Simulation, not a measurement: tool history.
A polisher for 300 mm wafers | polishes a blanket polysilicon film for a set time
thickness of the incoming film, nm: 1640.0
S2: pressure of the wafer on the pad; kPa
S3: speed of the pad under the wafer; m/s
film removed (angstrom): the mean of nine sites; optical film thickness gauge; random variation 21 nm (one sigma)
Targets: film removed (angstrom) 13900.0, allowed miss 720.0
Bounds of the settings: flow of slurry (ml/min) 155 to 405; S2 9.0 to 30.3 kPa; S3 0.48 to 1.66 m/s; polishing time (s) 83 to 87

run 1 day=0.000 | flow_of_slurry_(ml/min)=260 S2=19.3 S3=1.06 polishing_time_(s)=83 | film_removed_(angstrom)=7869.4
run 2 day=0.125 | flow_of_slurry_(ml/min)=260 S2=21.4 S3=1.08 polishing_time_(s)=83 | film_removed_(angstrom)=9076.1
run 3 day=0.408 | flow_of_slurry_(ml/min)=260 S2=22.8 S3=1.08 polishing_time_(s)=83 | film_removed_(angstrom)=9542.1
run 4 day=0.462 | flow_of_slurry_(ml/min)=260 S2=26.2 S3=1.08 polishing_time_(s)=83 | film_removed_(angstrom)=10779.0
run 5 day=0.671 | flow_of_slurry_(ml/min)=205 S2=26.2 S3=1.08 polishing_time_(s)=83 | film_removed_(angstrom)=10514.0
run 6 day=0.929 | flow_of_slurry_(ml/min)=205 S2=26.9 S3=1.10 polishing_time_(s)=83 | film_removed_(angstrom)=10888.0
run 7 day=1.150 | flow_of_slurry_(ml/min)=210 S2=27.6 S3=1.12 polishing_time_(s)=83 | film_removed_(angstrom)=11720.0
run 8 day=1.279 | flow_of_slurry_(ml/min)=210 S2=28.3 S3=1.12 polishing_time_(s)=83 | film_removed_(angstrom)=11729.0
run 9 day=1.338 | flow_of_slurry_(ml/min)=210 S2=29.0 S3=1.14 polishing_time_(s)=83 | film_removed_(angstrom)=11903.0
run 10 day=1.704 | flow_of_slurry_(ml/min)=210 S2=29.0 S3=1.18 polishing_time_(s)=83 | film_removed_(angstrom)=12455.0

Which of these 4 next moves meets every target?
run A day=2.071 | flow_of_slurry_(ml/min)=215 S2=27.6 S3=1.10 polishing_time_(s)=83 | film_removed_(angstrom)=?
run B day=2.071 | flow_of_slurry_(ml/min)=245 S2=26.9 S3=1.12 polishing_time_(s)=83 | film_removed_(angstrom)=?
run C day=2.071 | flow_of_slurry_(ml/min)=185 S2=29.0 S3=1.12 polishing_time_(s)=83 | film_removed_(angstrom)=?
run D day=2.071 | flow_of_slurry_(ml/min)=185 S2=29.6 S3=1.20 polishing_time_(s)=87 | film_removed_(angstrom)=?

move=A film_removed_(angstrom)=11418.0
move=B film_removed_(angstrom)=11496.0
move=C film_removed_(angstrom)=11970.0
move=D film_removed_(angstrom)=13731.0
A: further off than the last run
B: further off than the last run
C: further off than the last run
D: meets every target
Move D is the one to make.

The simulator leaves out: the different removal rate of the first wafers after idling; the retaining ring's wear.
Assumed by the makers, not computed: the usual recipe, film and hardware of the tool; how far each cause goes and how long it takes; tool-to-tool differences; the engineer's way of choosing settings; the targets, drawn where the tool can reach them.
